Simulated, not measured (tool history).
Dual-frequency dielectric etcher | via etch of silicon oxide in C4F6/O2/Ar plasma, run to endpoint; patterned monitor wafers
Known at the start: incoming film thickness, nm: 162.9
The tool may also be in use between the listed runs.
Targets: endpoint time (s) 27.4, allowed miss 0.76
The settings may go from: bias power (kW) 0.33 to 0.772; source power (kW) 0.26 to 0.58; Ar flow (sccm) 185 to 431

run,hour,bias power (kW),source power (kW),Ar flow (sccm),endpoint time (s)
1,0,0.551,0.42,308,33.024
2,5.1,0.65,0.42,308,30.46
3,9.1,0.65,0.36,308,33.265
4,15.1,0.711,0.36,308,31.721
5,20.7,0.724,0.38,305,30.499
6,21.8,0.734,0.39,303,29.987
7,23,0.742,0.4,301,29.402
8,26.2,0.748,0.41,300,29.223
9,32.3,0.753,0.42,299,28.527
10,39.5,0.757,0.42,298,28.635

Which of these 4 next moves meets every target?
A,46.7,0.772,0.36,245,?
B,46.7,0.737,0.35,286,?
C,46.7,0.772,0.39,325,?
D,46.7,0.739,0.44,253,?

move,endpoint time (s)
A,29.246
B,31.195
C,29.702
D,27.329
A: further off than the last run
B: further off than the last run
C: further off than the last run
D: meets every target
Move D is the one to make.
